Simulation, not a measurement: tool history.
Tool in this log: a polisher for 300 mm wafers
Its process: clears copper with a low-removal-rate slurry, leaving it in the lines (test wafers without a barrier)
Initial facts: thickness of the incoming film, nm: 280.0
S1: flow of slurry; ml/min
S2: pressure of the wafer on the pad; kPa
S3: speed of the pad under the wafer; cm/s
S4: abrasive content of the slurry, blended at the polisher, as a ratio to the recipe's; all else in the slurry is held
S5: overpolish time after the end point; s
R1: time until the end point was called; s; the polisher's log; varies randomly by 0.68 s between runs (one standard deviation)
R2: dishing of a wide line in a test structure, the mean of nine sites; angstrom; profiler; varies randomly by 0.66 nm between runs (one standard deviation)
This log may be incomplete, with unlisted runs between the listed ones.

run	hour	S1	S2	S3	S4	S5	R1	R2
1	0.0	255	15.9	136	1.0	23	81.134	437.74
2	6.1	255	15.9	136	1.1	23	78.113	444.18
3	14.7	255	17.2	136	1.1	21	75.618	434.10
4	16.6	260	18.6	138	1.1	19	67.372	430.90
5	21.7	260	18.6	138	1.1	15	69.563	376.52
6	23.3	260	19.3	138	1.1	16	64.713	399.05

The next listed run, before its measurement:
7	32.0	260	20.0	138	1.1	17	?	?

{"run 7": {"R1": 63.881, "R2": 423.84}}
